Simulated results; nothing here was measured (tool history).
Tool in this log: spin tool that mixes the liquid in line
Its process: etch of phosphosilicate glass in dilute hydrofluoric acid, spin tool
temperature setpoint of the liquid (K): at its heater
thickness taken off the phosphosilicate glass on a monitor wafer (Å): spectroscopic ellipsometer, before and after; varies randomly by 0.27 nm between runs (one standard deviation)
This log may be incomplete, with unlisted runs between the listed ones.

run  hour  temperature setpoint of the liquid (K)  parts of water to one part of 49 % hydrofluoric acid (parts by volume)  time under the liquid (s)  thickness taken off the phosphosilicate glass on a monitor wafer (Å)
  1   0.0                                  295.15                                                                     210                         50                                                                370.71
  2   7.6                                  295.15                                                                     210                         55                                                                405.52
  3  13.5                                  295.15                                                                     160                         55                                                                559.90
  4  17.3                                  295.15                                                                     225                         55                                                                372.97
  5  25.2                                  296.15                                                                     225                         55                                                                387.68
  6  25.8                                  294.15                                                                     225                         55                                                                359.57
  7  31.7                                  295.15                                                                     225                         55                                                                376.93
  8  38.0                                  295.15                                                                     225                         55                                                                372.20
  9  46.7                                  296.15                                                                     225                         55                                                                387.10
 10  54.1                                  300.15                                                                     215                         55                                                                473.73
 11  55.0                                  300.15                                                                     215                         55                                                                473.51

What will run 12 give?
 12  60.5                                  300.65                                                                     215                         55                                                                     ?

thickness taken off the phosphosilicate glass on a monitor wafer (Å): 480.69
